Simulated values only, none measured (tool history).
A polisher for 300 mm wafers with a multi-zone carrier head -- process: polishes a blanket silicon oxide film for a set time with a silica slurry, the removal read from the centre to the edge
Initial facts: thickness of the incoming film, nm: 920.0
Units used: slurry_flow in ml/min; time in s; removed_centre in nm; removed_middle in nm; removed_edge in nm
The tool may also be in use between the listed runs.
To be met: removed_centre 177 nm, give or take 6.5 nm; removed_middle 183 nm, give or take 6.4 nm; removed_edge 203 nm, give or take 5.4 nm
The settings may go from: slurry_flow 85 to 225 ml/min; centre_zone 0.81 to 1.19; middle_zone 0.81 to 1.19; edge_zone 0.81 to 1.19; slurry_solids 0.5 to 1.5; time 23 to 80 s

run,hour,slurry_flow,centre_zone,middle_zone,edge_zone,slurry_solids,time,removed_centre,removed_middle,removed_edge
1,0,145,1,1,1,1,51,166.28,157.08,161.06
2,3.2,145,1,1,1,1,60,198.95,186.38,190.69
3,8.5,145,0.99,1,1.01,1,60,195.37,189.77,193.74
4,12.2,145,0.98,0.99,1.02,1,60,193.7,188.04,191.1
5,20.2,145,0.98,0.99,1.02,1.1,60,199.5,198.78,201.57
6,21.9,145,0.98,1.06,1.02,1.1,60,198.05,208.36,198.64
7,28.1,140,0.97,1.04,1.03,1.1,60,199.31,201.52,199.44
8,33.7,135,0.95,1.03,1.04,1.1,60,196.78,197.76,196.63
9,35.3,110,0.85,0.95,1.14,1.15,60,167.29,179.64,207.82
10,40,110,0.86,0.95,1.13,1.15,60,171.35,180.87,206.11

Consider the 4 candidate settings below. Which is the only one whose results all fall within their allowed miss of target?
A,44.7,95,0.84,1.03,1.07,1.1,64,?,?,?
B,44.7,140,0.83,0.9,1.19,1.1,61,?,?,?
C,44.7,95,0.9,0.95,1.14,1.15,65,?,?,?
D,44.7,115,0.91,0.98,1.16,1.15,59,?,?,?

move,removed_centre,removed_middle,removed_edge
A,164.17,194.89,200.54
B,173.07,183.55,214.48
C,181.93,188.48,213.24
D,177.7,185.15,202.16
A: its largest miss is bigger than the last run's
B: brings the result that was furthest off to its target, and leaves another outside
C: brings the result that was furthest off to its target, and leaves another outside
D: in spec on every target
The move that meets every target is D.
